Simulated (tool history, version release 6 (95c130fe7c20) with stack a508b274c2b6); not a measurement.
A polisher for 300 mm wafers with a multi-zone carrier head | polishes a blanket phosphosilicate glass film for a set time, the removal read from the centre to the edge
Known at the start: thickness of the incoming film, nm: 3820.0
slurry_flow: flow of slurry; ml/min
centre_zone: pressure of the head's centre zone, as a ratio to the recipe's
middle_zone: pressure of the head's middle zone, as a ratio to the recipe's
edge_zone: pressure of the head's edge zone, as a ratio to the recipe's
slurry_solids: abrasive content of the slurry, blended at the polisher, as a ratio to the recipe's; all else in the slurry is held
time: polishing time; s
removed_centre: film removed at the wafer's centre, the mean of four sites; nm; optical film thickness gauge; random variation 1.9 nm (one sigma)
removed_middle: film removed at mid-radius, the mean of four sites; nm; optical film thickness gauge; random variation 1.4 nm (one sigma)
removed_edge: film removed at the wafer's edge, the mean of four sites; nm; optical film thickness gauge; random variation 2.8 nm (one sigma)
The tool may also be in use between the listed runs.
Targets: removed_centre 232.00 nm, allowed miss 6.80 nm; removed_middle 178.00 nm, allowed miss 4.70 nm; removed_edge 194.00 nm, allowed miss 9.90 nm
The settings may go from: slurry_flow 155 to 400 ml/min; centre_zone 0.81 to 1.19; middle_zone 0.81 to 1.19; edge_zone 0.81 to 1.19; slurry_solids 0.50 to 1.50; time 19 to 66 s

run,hour,slurry_flow,centre_zone,middle_zone,edge_zone,slurry_solids,time,removed_centre,removed_middle,removed_edge
1,0.0,255,1.00,1.00,1.00,1.00,42,358.68,352.61,362.01
2,1.6,255,1.07,1.00,1.00,1.00,42,378.31,350.39,362.47
3,5.0,250,1.09,0.96,0.96,0.85,39,318.01,281.77,294.35
4,10.7,250,1.09,0.96,0.90,0.85,39,321.23,281.89,283.03
5,16.9,250,1.09,0.96,0.90,0.85,35,287.35,255.77,256.88
6,22.1,240,1.10,0.92,0.88,0.75,35,263.83,221.09,229.51
7,24.9,230,1.10,0.90,0.86,0.75,35,262.97,215.85,227.07
8,28.2,225,1.10,0.88,0.85,0.70,35,249.54,203.47,210.46
9,29.8,215,1.10,0.86,0.85,0.70,35,245.81,198.27,209.45
10,33.4,190,1.11,0.81,0.81,0.60,35,210.24,159.24,175.80
11,37.9,260,1.11,0.82,0.84,0.60,35,217.19,169.49,183.32
12,40.2,255,1.12,0.83,0.85,0.60,35,223.89,167.49,183.86
13,48.1,310,1.11,0.87,0.90,0.65,35,239.56,191.94,205.98
14,53.0,310,1.11,0.86,0.89,0.65,35,242.19,192.53,208.68
15,55.2,300,1.11,0.85,0.88,0.65,35,242.79,188.71,206.76
16,56.4,290,1.11,0.84,0.87,0.65,35,240.37,184.59,204.33

Which of these 5 next moves meets every target?
A,57.6,225,1.06,0.81,1.00,0.70,34,?,?,?
B,57.6,290,1.14,0.86,0.90,0.70,31,?,?,?
C,57.6,325,1.05,0.88,0.81,0.60,38,?,?,?
D,57.6,270,1.07,0.81,0.95,0.85,28,?,?,?
E,57.6,190,1.13,0.86,0.82,0.60,40,?,?,?

move,removed_centre,removed_middle,removed_edge
A,232.54,182.55,228.20
B,234.88,178.77,201.79
C,231.46,194.68,205.28
D,229.85,178.37,216.54
E,246.40,190.20,208.28
A: brings the result that was furthest off to its target, and leaves another outside
B: meets every target
C: further off than the last run
D: brings the result that was furthest off to its target, and leaves another outside
E: further off than the last run
Answer: B
